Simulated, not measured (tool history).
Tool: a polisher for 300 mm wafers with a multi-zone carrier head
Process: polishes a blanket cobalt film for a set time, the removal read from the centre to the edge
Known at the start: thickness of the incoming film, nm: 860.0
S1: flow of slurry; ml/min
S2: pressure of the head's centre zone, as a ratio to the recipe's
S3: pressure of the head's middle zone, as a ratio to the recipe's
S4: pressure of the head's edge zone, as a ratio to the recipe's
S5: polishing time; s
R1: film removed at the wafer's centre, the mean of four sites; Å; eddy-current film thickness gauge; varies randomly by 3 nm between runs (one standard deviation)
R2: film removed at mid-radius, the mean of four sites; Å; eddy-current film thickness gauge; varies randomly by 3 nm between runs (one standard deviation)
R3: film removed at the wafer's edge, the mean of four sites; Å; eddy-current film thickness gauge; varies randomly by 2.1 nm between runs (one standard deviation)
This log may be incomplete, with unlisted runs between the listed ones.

Run 1, hour 0: S1 285 ml/min, S2 1, S3 1, S4 1, S5 53 s. Result: R1 3078.5 Å, R2 3034.6 Å, R3 3067.3 Å.
Run 2, hour 7.2: S1 280 ml/min, S2 1, S3 0.97, S4 0.98, S5 51 s. Result: R1 2896.7 Å, R2 2768.8 Å, R3 2919.9 Å.
Run 3, hour 13: S1 280 ml/min, S2 0.96, S3 0.97, S4 0.98, S5 51 s. Result: R1 2805.1 Å, R2 2855.7 Å, R3 2952.9 Å.
Run 4, hour 20.4: S1 275 ml/min, S2 0.98, S3 0.96, S4 0.96, S5 50 s. Result: R1 2812.8 Å, R2 2673.5 Å, R3 2811.6 Å.
Run 5, hour 26.2: S1 270 ml/min, S2 0.98, S3 0.95, S4 0.94, S5 50 s. Result: R1 2795.4 Å, R2 2667.5 Å, R3 2798.9 Å.
Run 6, hour 30.2: S1 270 ml/min, S2 0.98, S3 1.01, S4 0.94, S5 50 s. Result: R1 2816 Å, R2 2863.3 Å, R3 2779.3 Å.

Forecast run 7:
Run 7, hour 35.7: S1 265 ml/min, S2 0.98, S3 0.99, S4 0.92, S5 49 s. Result: R1 ?, R2 ?, R3 ?.

{"run 7": {"R1": 2776.3, "R2": 2670.8, "R3": 2700.6}}
